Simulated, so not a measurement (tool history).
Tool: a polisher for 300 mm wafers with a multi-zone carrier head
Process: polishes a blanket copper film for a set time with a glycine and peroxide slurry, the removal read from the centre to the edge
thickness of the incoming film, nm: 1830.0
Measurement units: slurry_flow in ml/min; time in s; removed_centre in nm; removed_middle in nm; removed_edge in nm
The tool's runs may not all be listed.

Run 1, hour 0: slurry_flow 215 ml/min, centre_zone 1, middle_zone 1, edge_zone 1, time 53 s. Result: removed_centre 232.13 nm, removed_middle 240.29 nm, removed_edge 233.78 nm.
Run 2, hour 5.6: slurry_flow 210 ml/min, centre_zone 0.98, middle_zone 0.99, edge_zone 0.98, time 53 s. Result: removed_centre 226.3 nm, removed_middle 238.45 nm, removed_edge 232.59 nm.
Run 3, hour 10.6: slurry_flow 210 ml/min, centre_zone 1.01, middle_zone 0.99, edge_zone 0.98, time 53 s. Result: removed_centre 233.39 nm, removed_middle 239.86 nm, removed_edge 233.35 nm.
Run 4, hour 17.3: slurry_flow 210 ml/min, centre_zone 1.01, middle_zone 0.99, edge_zone 0.98, time 40 s. Result: removed_centre 176.73 nm, removed_middle 184.59 nm, removed_edge 175.22 nm.
Run 5, hour 24.2: slurry_flow 260 ml/min, centre_zone 1.01, middle_zone 0.99, edge_zone 0.98, time 40 s. Result: removed_centre 180.93 nm, removed_middle 185.5 nm, removed_edge 177.7 nm.
Run 6, hour 31.3: slurry_flow 260 ml/min, centre_zone 1, middle_zone 1, edge_zone 1, time 40 s. Result: removed_centre 178.9 nm, removed_middle 187.6 nm, removed_edge 179.47 nm.

Run 7, settings as shown, results not yet in. Your forecast:
Run 7, hour 39.1: slurry_flow 260 ml/min, centre_zone 1, middle_zone 1.01, edge_zone 1.02, time 40 s. Result: removed_centre ?, removed_middle ?, removed_edge ?.

{"run 7": {"removed_centre": 179.22, "removed_middle": 185.74, "removed_edge": 182.35}}
